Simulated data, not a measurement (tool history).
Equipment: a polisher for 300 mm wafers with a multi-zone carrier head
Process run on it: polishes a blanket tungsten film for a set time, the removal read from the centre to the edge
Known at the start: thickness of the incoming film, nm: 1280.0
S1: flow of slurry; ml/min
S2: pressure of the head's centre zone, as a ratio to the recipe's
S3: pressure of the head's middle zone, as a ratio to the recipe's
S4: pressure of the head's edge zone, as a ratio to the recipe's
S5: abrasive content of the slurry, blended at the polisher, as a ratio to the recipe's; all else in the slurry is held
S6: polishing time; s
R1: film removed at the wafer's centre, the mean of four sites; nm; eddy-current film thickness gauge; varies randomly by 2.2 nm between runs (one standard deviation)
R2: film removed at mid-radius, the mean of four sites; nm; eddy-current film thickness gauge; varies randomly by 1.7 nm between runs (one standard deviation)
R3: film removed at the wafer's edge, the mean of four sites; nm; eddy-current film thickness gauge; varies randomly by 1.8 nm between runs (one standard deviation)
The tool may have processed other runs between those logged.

{"run": 1, "hour": 0.0, "S1": 145, "S2": 1, "S3": 1, "S4": 1, "S5": 1, "S6": 42, "R1": 225.24, "R2": 213.8, "R3": 226.4}
{"run": 2, "hour": 8.4, "S1": 140, "S2": 1, "S3": 0.99, "S4": 0.97, "S5": 0.9, "S6": 40, "R1": 201.45, "R2": 201.75, "R3": 205.83}
{"run": 3, "hour": 9.7, "S1": 140, "S2": 1.03, "S3": 0.96, "S4": 0.96, "S5": 0.8, "S6": 38, "R1": 194.13, "R2": 177.22, "R3": 185.79}
{"run": 4, "hour": 10.5, "S1": 140, "S2": 1.03, "S3": 0.96, "S4": 0.96, "S5": 0.8, "S6": 44, "R1": 219.28, "R2": 204.63, "R3": 215.99}
{"run": 5, "hour": 17.8, "S1": 135, "S2": 1.03, "S3": 0.94, "S4": 0.93, "S5": 0.75, "S6": 42, "R1": 207.44, "R2": 186.94, "R3": 197.04}
{"run": 6, "hour": 18.9, "S1": 135, "S2": 1.07, "S3": 0.94, "S4": 0.93, "S5": 0.75, "S6": 42, "R1": 216.65, "R2": 187.31, "R3": 195.47}
{"run": 7, "hour": 23.7, "S1": 130, "S2": 1.05, "S3": 0.93, "S4": 0.91, "S5": 0.7, "S6": 41, "R1": 198.34, "R2": 173.95, "R3": 188.55}

Predict the results of run 8:
{"run": 8, "hour": 32.1, "S1": 135, "S2": 1.05, "S3": 0.94, "S4": 0.9, "S5": 0.65, "S6": 39, "R1": "?", "R2": "?", "R3": "?"}

R1: 190.06 nm
R2: 166.99 nm
R3: 172.96 nm
